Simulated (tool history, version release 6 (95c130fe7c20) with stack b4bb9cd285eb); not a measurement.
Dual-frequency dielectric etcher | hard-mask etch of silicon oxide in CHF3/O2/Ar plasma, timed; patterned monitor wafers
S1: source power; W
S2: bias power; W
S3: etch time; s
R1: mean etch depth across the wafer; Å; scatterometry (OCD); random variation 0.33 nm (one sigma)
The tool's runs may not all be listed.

run  hour   S1   S2  S3      R1
  1     0  610  182  31  575.01
  2   4.9  610  209  31  592.97
  3  11.7  620  210  31  596.15
  4  20.2  620  190  31  579.74
  5  20.8  620  166  31  558.85
  6  22.3  580  166  31  543.37

Run 7 comes next. What will it give?
  7  24.4  600  167  31   ?

{"run 7": {"R1": 549.7}}
